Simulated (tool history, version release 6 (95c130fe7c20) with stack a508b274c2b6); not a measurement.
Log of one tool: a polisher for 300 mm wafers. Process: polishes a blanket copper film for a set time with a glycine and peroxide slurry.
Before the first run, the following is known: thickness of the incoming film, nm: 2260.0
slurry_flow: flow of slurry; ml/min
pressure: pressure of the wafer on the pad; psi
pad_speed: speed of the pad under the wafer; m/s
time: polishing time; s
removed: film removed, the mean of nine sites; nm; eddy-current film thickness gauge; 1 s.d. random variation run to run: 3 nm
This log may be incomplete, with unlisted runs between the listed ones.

{"run": 1, "day": 0.0, "slurry_flow": 150, "pressure": 3.4, "pad_speed": 0.92, "time": 47, "removed": 239.8}
{"run": 2, "day": 0.208, "slurry_flow": 155, "pressure": 3.7, "pad_speed": 0.92, "time": 47, "removed": 263.43}
{"run": 3, "day": 0.454, "slurry_flow": 120, "pressure": 3.7, "pad_speed": 0.92, "time": 47, "removed": 250.55}
{"run": 4, "day": 0.596, "slurry_flow": 120, "pressure": 3.7, "pad_speed": 0.92, "time": 41, "removed": 213.62}
{"run": 5, "day": 0.858, "slurry_flow": 145, "pressure": 3.9, "pad_speed": 0.92, "time": 41, "removed": 238.58}
{"run": 6, "day": 1.142, "slurry_flow": 155, "pressure": 4.2, "pad_speed": 0.92, "time": 41, "removed": 257.49}
{"run": 7, "day": 1.358, "slurry_flow": 165, "pressure": 4.4, "pad_speed": 0.92, "time": 41, "removed": 267.71}

Run 8 has not been measured yet. What should we expect?
{"run": 8, "day": 1.383, "slurry_flow": 170, "pressure": 4.6, "pad_speed": 0.92, "time": 41, "removed": "?"}

Run 8 gave removed 279.21 nm.
